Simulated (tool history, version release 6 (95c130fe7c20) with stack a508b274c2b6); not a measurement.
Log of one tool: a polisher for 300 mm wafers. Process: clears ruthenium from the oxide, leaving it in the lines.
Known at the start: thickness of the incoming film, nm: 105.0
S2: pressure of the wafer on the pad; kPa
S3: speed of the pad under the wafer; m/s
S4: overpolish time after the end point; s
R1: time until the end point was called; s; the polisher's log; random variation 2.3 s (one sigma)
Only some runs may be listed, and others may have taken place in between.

Run 1, hour 0.0: flow of slurry (ml/min) 310, S2 17.2 kPa, S3 0.76 m/s, S4 31 s. Result: R1 115.990 s.
Run 2, hour 6.3: flow of slurry (ml/min) 310, S2 20.7 kPa, S3 0.76 m/s, S4 31 s. Result: R1 97.239 s.
Run 3, hour 7.9: flow of slurry (ml/min) 310, S2 24.8 kPa, S3 0.76 m/s, S4 31 s. Result: R1 81.841 s.
Run 4, hour 10.0: flow of slurry (ml/min) 310, S2 20.7 kPa, S3 0.74 m/s, S4 31 s. Result: R1 99.325 s.
Run 5, hour 11.1: flow of slurry (ml/min) 310, S2 17.2 kPa, S3 0.72 m/s, S4 31 s. Result: R1 121.550 s.
Run 6, hour 16.3: flow of slurry (ml/min) 310, S2 17.2 kPa, S3 0.60 m/s, S4 31 s. Result: R1 144.000 s.

Run 7 is up next; what results do you expect?
Run 7, hour 20.6: flow of slurry (ml/min) 310, S2 16.5 kPa, S3 0.60 m/s, S4 31 s. Result: R1 ?.

{"run 7": {"R1": 155.9}}
